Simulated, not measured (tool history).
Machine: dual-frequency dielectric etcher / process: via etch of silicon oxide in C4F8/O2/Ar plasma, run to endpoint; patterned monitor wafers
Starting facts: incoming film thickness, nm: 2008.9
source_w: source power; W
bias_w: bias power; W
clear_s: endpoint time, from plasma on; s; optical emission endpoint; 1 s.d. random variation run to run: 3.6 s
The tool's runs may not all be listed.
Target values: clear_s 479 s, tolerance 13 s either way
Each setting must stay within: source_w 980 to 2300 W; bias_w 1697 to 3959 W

run 1 hour=0 | source_w=1640 bias_w=2828 | clear_s=395.16
run 2 hour=5.3 | source_w=1640 bias_w=3136 | clear_s=381.38
run 3 hour=7.5 | source_w=1530 bias_w=3000 | clear_s=408.56
run 4 hour=16.1 | source_w=1460 bias_w=2977 | clear_s=415.02
run 5 hour=24.2 | source_w=1670 bias_w=2977 | clear_s=386.82
run 6 hour=31.4 | source_w=1670 bias_w=3159 | clear_s=376.4
run 7 hour=39.8 | source_w=1340 bias_w=2593 | clear_s=460.89
run 8 hour=48 | source_w=1320 bias_w=2587 | clear_s=463.59

Which of these 5 next moves meets every target?
run A hour=56.2 | source_w=1310 bias_w=2332 | clear_s=?
run B hour=56.2 | source_w=1200 bias_w=2504 | clear_s=?
run C hour=56.2 | source_w=1340 bias_w=2794 | clear_s=?
run D hour=56.2 | source_w=1550 bias_w=2238 | clear_s=?
run E hour=56.2 | source_w=1080 bias_w=2786 | clear_s=?

move=A clear_s=482.7
move=B clear_s=496.45
move=C clear_s=446.7
move=D clear_s=444.52
move=E clear_s=510.94
A: meets every target
B: carries the result that was furthest off beyond its target, to the other side
C: the biggest miss grows against the last run
D: the biggest miss grows against the last run
E: carries the result that was furthest off beyond its target, to the other side
A is the move that brings every result within its allowed miss.

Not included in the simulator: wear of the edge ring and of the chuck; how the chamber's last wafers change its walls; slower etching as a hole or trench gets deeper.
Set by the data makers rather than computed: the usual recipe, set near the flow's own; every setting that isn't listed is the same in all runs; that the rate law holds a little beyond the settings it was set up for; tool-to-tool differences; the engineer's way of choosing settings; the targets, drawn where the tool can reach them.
